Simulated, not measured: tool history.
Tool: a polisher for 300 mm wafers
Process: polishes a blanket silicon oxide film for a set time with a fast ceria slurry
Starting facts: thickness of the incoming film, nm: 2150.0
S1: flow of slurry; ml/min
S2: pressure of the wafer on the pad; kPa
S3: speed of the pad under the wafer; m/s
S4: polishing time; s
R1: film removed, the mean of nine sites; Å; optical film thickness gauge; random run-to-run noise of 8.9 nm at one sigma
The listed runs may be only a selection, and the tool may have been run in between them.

run    day   S1    S2    S3  S4      R1
  1      0  250  13.1  0.92  43  4609.4
  2  0.233  250  13.1  0.92  43  4670.3
  3  0.354  250  14.5  0.92  43  5069.7
  4  0.579  250  15.9  0.92  43  5423.6
  5   0.95  225  15.9  0.92  43  5476.4
  6  1.254  225  17.9  0.92  43  6214.2

The next listed run, before its measurement:
  7  1.392  225  18.6  0.94  43   ?

Run 7 gave R1 6540 Å.

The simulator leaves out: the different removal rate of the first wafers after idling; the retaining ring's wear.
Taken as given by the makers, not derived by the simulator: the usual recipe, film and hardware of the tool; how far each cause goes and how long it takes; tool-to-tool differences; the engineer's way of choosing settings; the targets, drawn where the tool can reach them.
